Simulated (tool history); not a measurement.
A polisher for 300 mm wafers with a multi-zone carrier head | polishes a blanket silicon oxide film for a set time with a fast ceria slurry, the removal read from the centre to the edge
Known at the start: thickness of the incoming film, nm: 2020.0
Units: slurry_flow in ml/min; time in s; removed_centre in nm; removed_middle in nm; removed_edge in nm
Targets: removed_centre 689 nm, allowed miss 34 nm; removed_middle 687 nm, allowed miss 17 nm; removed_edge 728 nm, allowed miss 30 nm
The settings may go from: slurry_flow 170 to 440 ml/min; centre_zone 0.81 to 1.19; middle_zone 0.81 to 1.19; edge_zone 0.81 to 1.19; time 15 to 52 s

run,hour,slurry_flow,centre_zone,middle_zone,edge_zone,time,removed_centre,removed_middle,removed_edge
1,0,280,1,1,1,33,495.77,542.32,499.94
2,1.6,280,1,0.96,1,33,505.73,521.9,502.18
3,6.1,280,1,0.96,0.96,33,500.03,527.97,479.99
4,7.3,285,1.03,0.99,1.02,35,545.87,566.31,544
5,14.1,285,0.97,0.99,1.02,35,532.4,575.3,542.04
6,15.1,285,0.97,0.99,1.05,35,507.95,573.09,543.44
7,20.2,295,1.02,1,1.08,37,579.61,609.94,586.37
8,20.8,280,1.02,0.99,1.11,39,621.12,635.4,628.87
9,24.6,290,1.01,0.98,1.13,40,619.93,648.77,659.85
10,30,300,1.02,0.98,1.15,41,645.28,658.34,671.66
11,31.2,300,1.02,0.98,1.16,42,668.48,675.53,692.5
12,33,300,1.02,0.98,1.17,42,667.52,683.01,680.34

5 next moves are on the table. One of them brings every result within its allowed miss. Which?
A,34.8,335,1.02,0.94,1.19,43,?,?,?
B,34.8,305,1.01,1.03,1.15,40,?,?,?
C,34.8,240,1.06,1.01,1.15,42,?,?,?
D,34.8,360,1.09,1.12,1.12,38,?,?,?
E,34.8,345,1.07,1.1,1.14,38,?,?,?

move,removed_centre,removed_middle,removed_edge
A,678.8,673.6,728.62
B,620.43,668.1,660.66
C,656.22,670.81,678.88
D,638.54,690.04,626.2
E,626.25,677.42,630.08
A: meets every target
B: further off than the last run
C: as far off as the last run
D: further off than the last run
E: further off than the last run
Move A is the one to make.
